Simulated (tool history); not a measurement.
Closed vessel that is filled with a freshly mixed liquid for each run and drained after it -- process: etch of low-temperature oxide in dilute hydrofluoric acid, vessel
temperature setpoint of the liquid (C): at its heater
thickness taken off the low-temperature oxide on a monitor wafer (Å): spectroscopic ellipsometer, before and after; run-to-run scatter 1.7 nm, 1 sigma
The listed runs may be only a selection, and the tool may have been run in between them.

run  hour  temperature setpoint of the liquid (C)  parts of water to one part of 49 % hydrofluoric acid (parts by volume)  time in the liquid (s)  thickness taken off the low-temperature oxide on a monitor wafer (Å)
  1     0                                      24                                                                     265                    1225                                                                604.35
  2   5.2                                    26.5                                                                     205                    1225                                                                913.38
  3   7.6                                      28                                                                     175                    1225                                                                1168.8
  4  16.9                                      29                                                                     160                    1225                                                                1355.7
  5  24.4                                      30                                                                     150                    1225                                                                1537.5
  6  33.4                                      30                                                                     150                    1225                                                                1522.8

For run 7, what comes out?
     39.8  -- thermometer replaced
  7  39.8                                    30.5                                                                     145                    1225                                                                     ?

thickness taken off the low-temperature oxide on a monitor wafer (Å): 1720.9
